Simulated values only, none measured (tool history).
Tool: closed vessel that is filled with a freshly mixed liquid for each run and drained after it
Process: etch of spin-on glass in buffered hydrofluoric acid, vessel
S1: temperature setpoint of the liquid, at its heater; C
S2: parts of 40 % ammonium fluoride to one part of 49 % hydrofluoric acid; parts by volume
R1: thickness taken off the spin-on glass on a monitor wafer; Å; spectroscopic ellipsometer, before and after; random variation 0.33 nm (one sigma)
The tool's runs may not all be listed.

run 1 day=0 | S1=22 S2=17.5 time_in_the_liquid_(s)=30 | R1=275.75
run 2 day=0.338 | S1=22.5 S2=17.5 time_in_the_liquid_(s)=30 | R1=288.86
run 3 day=0.542 | S1=24 S2=17.5 time_in_the_liquid_(s)=30 | R1=308.09
run 4 day=0.888 | S1=27 S2=17.5 time_in_the_liquid_(s)=30 | R1=365.68
run 5 day=1.067 | S1=27 S2=15 time_in_the_liquid_(s)=30 | R1=418.67
run 6 day=1.329 | S1=30 S2=15 time_in_the_liquid_(s)=30 | R1=479.33
run 7 day=1.383 | S1=29 S2=15 time_in_the_liquid_(s)=30 | R1=469.18
run 8 day=1.454 | S1=28.5 S2=15 time_in_the_liquid_(s)=30 | R1=464.92
run 9 day=1.688 | S1=28 S2=15 time_in_the_liquid_(s)=30 | R1=438.04
run 10 day=2.029 | S1=27.5 S2=15 time_in_the_liquid_(s)=30 | R1=439.78
run 11 day=2.192 | S1=27 S2=15 time_in_the_liquid_(s)=30 | R1=421.4
run 12 day=2.225 | S1=26.5 S2=15 time_in_the_liquid_(s)=30 | R1=408.9

Forecast run 13:
run 13 day=2.483 | S1=26 S2=15 time_in_the_liquid_(s)=30 | R1=?

Run 13 gave R1 397.02 Å.
